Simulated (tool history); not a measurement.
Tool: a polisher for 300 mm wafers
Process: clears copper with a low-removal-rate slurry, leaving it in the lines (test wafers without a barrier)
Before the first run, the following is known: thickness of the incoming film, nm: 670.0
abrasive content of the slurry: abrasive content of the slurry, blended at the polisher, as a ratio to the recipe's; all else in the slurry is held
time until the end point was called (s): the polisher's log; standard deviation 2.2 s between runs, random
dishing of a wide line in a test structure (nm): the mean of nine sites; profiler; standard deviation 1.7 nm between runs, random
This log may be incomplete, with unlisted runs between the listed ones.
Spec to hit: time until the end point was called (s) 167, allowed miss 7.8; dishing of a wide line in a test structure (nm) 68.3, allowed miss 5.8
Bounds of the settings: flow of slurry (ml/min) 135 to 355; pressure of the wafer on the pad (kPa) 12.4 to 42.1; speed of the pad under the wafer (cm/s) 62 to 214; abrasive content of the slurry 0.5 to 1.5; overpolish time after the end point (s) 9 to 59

run	hour	flow of slurry (ml/min)	pressure of the wafer on the pad (kPa)	speed of the pad under the wafer (cm/s)	abrasive content of the slurry	overpolish time after the end point (s)	time until the end point was called (s)	dishing of a wide line in a test structure (nm)
1	0	225	26.9	138	1	30	104.67	80.942
2	7.5	270	26.9	138	1	30	104.21	84.863
3	15	270	26.9	138	0.8	30	107.96	81.917
4	17.2	270	24.1	138	0.8	30	122.63	74.624
5	18.5	270	22.8	138	0.8	31	130.03	78.261
6	19.9	270	22.8	138	0.8	36	126.82	79.327
7	23.4	270	15.2	134	0.8	39	196.28	66.671
8	24.2	270	15.9	134	0.8	38	186.97	67.187
9	29.2	270	16.5	134	0.8	37	177.31	67.709

Which single option among these 5 for the next run brings every result within its allowed miss of target? Just one does.
A	34.2	175	19.3	114	0.8	43	?	?
B	34.2	260	14.5	148	0.65	39	?	?
C	34.2	280	19.3	126	0.75	34	?	?
D	34.2	265	15.9	138	0.75	37	?	?
E	34.2	275	14.5	150	0.7	45	?	?

move	time until the end point was called (s)	dishing of a wide line in a test structure (nm)
A	192.36	69.99
B	202.89	62.153
C	168.92	65.782
D	189.53	63.343
E	195.13	68.933
A: lands further from the targets than the last run did
B: lands further from the targets than the last run did
C: hits every target within its allowed miss
D: lands further from the targets than the last run did
E: lands further from the targets than the last run did
Go with C: it meets all targets.
